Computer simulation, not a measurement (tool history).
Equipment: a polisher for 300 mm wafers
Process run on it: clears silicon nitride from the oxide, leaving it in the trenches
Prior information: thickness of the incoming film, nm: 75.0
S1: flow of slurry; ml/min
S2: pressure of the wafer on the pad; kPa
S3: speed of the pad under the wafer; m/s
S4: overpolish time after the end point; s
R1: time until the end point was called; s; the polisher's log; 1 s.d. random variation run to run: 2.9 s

run	hour	S1	S2	S3	S4	R1
1	0	290	20.7	1.04	22	98.066
2	4.6	290	20.7	1.04	24	97.167
3	11	290	20.7	1.28	24	81.242
4	18.7	290	20.7	1.52	24	71.874
5	20.6	290	23.4	1.52	24	63.677
6	23.9	290	23.4	1.32	24	72.285
7	24.7	285	20.7	1.18	24	89.006
8	30.6	280	18.6	1.08	24	102.49
9	31.6	280	17.2	0.98	24	120.92

Run 10 comes next. What will it give?
10	35.5	280	15.9	0.94	24	?

R1: 134.51 s
